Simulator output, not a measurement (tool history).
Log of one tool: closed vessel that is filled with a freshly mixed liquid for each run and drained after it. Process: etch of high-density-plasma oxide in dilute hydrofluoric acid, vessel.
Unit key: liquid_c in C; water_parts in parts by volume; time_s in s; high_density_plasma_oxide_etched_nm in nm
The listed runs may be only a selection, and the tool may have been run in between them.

run,day,liquid_c,water_parts,time_s,high_density_plasma_oxide_etched_nm
1,0,23,275,620,11.247
2,0.275,22.5,275,620,11.231
3,0.483,22.5,200,620,16.722
4,0.829,24,200,620,17.704
5,0.988,24,140,620,26.74
6,1.067,24,140,620,26.973

What does the tool deliver on the next run?
7,1.35,22.5,165,620,?

{"run 7": {"high_density_plasma_oxide_etched_nm": 20.542}}
